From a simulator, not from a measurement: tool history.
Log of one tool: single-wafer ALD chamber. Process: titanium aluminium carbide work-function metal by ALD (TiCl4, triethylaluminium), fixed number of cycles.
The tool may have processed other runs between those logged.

run	hour	heater temperature setpoint (K)	triethylaluminium pulse time (s)	mean film thickness on the monitor wafer (nm)
1	0.0	563.15	12.70	2.0160
2	7.8	560.15	11.76	1.9741
3	16.7	566.15	11.76	2.0609
4	23.3	566.15	15.33	2.0826
5	32.2	563.15	14.08	2.0478
6	39.2	563.15	12.57	2.0332
7	45.8	560.15	11.64	1.9684
8	48.1	558.15	11.14	1.9462
9	56.6	556.15	10.38	1.9144
10	60.1	556.15	10.38	1.9055
11	63.6	554.15	9.93	1.8579
12	68.6	552.15	9.78	1.8449
13	77.2	550.15	9.49	1.8186
14	85.6	550.15	9.49	1.8184
15	90.9	549.15	9.20	1.8005
16	91.5	548.15	8.98	1.7816
17	97.2	547.15	8.85	1.7709
18	100.9	546.15	8.69	1.7384
19	109.0	545.15	8.64	1.7289
20	116.8	544.15	8.60	1.7108

Run 21, settings as shown, results not yet in. Your forecast:
21	125.5	544.15	8.58	?

Run 21 produced mean film thickness on the monitor wafer (nm) 1.7236.

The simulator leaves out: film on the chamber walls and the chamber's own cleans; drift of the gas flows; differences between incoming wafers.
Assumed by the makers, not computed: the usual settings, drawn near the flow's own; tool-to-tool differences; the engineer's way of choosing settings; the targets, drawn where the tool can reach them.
